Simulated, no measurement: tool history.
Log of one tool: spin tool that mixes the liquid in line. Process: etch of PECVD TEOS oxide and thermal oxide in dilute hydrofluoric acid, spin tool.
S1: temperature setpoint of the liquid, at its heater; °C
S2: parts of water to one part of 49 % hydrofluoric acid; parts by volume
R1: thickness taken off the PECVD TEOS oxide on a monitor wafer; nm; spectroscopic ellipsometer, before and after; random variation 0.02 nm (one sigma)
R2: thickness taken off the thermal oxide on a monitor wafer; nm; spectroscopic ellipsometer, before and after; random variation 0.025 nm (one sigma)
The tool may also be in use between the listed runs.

Run 1, hour 0.0: S1 21.0 °C, S2 295 parts by volume, time under the liquid (s) 180. Result: R1 4.9176 nm, R2 2.0565 nm.
Run 2, hour 1.4: S1 20.5 °C, S2 305 parts by volume, time under the liquid (s) 180. Result: R1 4.5379 nm, R2 1.9189 nm.
Run 3, hour 2.9: S1 20.5 °C, S2 205 parts by volume, time under the liquid (s) 180. Result: R1 7.4395 nm, R2 3.1272 nm.
Run 4, hour 9.6: S1 20.0 °C, S2 225 parts by volume, time under the liquid (s) 180. Result: R1 6.5358 nm, R2 2.8074 nm.
Run 5, hour 17.0: S1 18.0 °C, S2 225 parts by volume, time under the liquid (s) 180. Result: R1 6.0312 nm, R2 2.6063 nm.
Run 6, hour 21.4: S1 18.0 °C, S2 225 parts by volume, time under the liquid (s) 150. Result: R1 5.0932 nm, R2 2.0925 nm.
Run 7, hour 25.1: S1 18.0 °C, S2 235 parts by volume, time under the liquid (s) 150. Result: R1 4.8278 nm, R2 1.9843 nm.
Run 8, hour 34.0: S1 18.0 °C, S2 235 parts by volume, time under the liquid (s) 150. Result: R1 4.7683 nm, R2 1.9698 nm.
Run 9, hour 42.4: S1 18.0 °C, S2 245 parts by volume, time under the liquid (s) 150. Result: R1 4.4923 nm, R2 1.8734 nm.
Run 10, hour 47.3: S1 18.0 °C, S2 255 parts by volume, time under the liquid (s) 150. Result: R1 4.3477 nm, R2 1.7798 nm.
Run 11, hour 55.9: S1 18.0 °C, S2 260 parts by volume, time under the liquid (s) 150. Result: R1 4.2218 nm, R2 1.8052 nm.
Run 12, hour 56.6: S1 18.0 °C, S2 265 parts by volume, time under the liquid (s) 150. Result: R1 4.1770 nm, R2 1.7532 nm.
Run 13, hour 62.9: S1 18.0 °C, S2 270 parts by volume, time under the liquid (s) 150. Result: R1 4.0788 nm, R2 1.6838 nm.

The next listed run, before its measurement:
Run 14, hour 63.5: S1 18.0 °C, S2 275 parts by volume, time under the liquid (s) 150. Result: R1 ?, R2 ?.

Run 14 gave R1 3.9533 nm, R2 1.6706 nm.

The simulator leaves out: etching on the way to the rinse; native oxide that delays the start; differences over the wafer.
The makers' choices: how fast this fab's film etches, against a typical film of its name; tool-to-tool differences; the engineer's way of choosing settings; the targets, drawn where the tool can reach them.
